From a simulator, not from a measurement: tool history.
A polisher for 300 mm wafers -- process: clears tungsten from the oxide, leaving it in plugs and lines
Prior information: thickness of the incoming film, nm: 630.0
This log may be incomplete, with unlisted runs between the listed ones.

run    day  flow of slurry (ml/min)  pressure of the wafer on the pad (kPa)  speed of the pad under the wafer (cm/s)  abrasive content of the slurry  overpolish time after the end point (s)  time until the end point was called (s)
  1  0.000                      275                                    33.8                                      118                             1.0                                       22                                   84.915
  2  0.300                      275                                    31.7                                      118                             1.0                                       22                                   91.440
  3  0.508                      275                                    31.7                                      118                             1.0                                       23                                   90.278
  4  0.783                      275                                    30.3                                      118                             1.0                                       23                                   94.170
  5  0.950                      275                                    26.2                                      118                             1.0                                       23                                  107.850
  6  1.088                      275                                    26.2                                      144                             1.0                                       23                                   88.820
  7  1.367                      275                                    24.8                                      142                             1.0                                       23                                   95.880

What will run 8 give?
  8  1.550                      275                                    15.2                                      136                             1.0                                       23                                        ?

time until the end point was called (s): 156.770
